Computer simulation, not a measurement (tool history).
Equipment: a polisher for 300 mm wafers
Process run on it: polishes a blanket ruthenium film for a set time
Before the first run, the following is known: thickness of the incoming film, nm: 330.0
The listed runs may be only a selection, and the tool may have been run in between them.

run  hour  flow of slurry (ml/min)  pressure of the wafer on the pad (kPa)  speed of the pad under the wafer (m/s)  polishing time (s)  film removed (nm)
  1   0.0                      200                                    10.3                                    0.80                  44             32.185
  2   2.8                      200                                    10.3                                    0.66                  44             26.637
  3   7.9                      225                                    10.3                                    0.66                  44             27.959
  4  10.0                      210                                     9.7                                    0.66                  44             25.511
  5  14.8                      200                                     9.0                                    0.66                  44             24.064
  6  16.1                      195                                     9.0                                    0.66                  44             23.961
  7  24.8                      190                                     9.0                                    0.66                  44             23.718
  8  26.6                      185                                     9.0                                    0.66                  44             23.681

Estimate the outcome of run 9 from the log above:
  9  32.0                      180                                     9.0                                    0.66                  44                  ?

{"run 9": {"film removed (nm)": 23.652}}

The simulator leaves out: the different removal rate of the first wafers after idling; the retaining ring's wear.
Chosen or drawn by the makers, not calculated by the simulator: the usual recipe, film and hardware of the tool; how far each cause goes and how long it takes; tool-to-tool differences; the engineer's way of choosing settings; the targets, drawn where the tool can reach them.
